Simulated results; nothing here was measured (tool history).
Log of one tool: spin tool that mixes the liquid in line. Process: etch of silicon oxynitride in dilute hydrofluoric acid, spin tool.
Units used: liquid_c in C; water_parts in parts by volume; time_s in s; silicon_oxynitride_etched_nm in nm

run  hour  liquid_c  water_parts  time_s  silicon_oxynitride_etched_nm
  1     0        25          185      50                       0.65895
  2   2.8        25          155      50                       0.77952
  3   8.5        27          120      50                        1.1265
  4    17        27           85      50                        1.7015
  5    26        27          135      50                        1.0206
  6  29.5        28          115      50                        1.2595
     35.5  -- thermometer replaced
  7  35.5        29          100      50                        1.3433
  8  41.4        29           85      50                         1.667

Forecast run 9:
  9  46.7        29           80      50                             ?

Run 9 gave silicon_oxynitride_etched_nm 1.6988 nm.
